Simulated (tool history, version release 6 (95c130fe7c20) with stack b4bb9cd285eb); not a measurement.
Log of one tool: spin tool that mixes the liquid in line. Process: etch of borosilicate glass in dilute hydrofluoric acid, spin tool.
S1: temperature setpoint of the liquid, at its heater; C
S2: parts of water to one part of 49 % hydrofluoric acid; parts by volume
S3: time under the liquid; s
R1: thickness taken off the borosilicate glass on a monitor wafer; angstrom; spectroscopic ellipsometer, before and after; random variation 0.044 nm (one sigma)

run 1 hour=0 | S1=26 S2=220 S3=95 | R1=93.419
run 2 hour=4.7 | S1=27 S2=220 S3=95 | R1=97.105
run 3 hour=9 | S1=27.5 S2=220 S3=95 | R1=99.568
run 4 hour=16.4 | S1=27.5 S2=190 S3=95 | R1=117.94
run 5 hour=25.4 | S1=26.5 S2=190 S3=95 | R1=114.05
run 6 hour=31.4 | S1=25.5 S2=190 S3=95 | R1=110.29

The next listed run, before its measurement:
run 7 hour=39.8 | S1=25 S2=190 S3=95 | R1=?

{"run 7": {"R1": 107.88}}
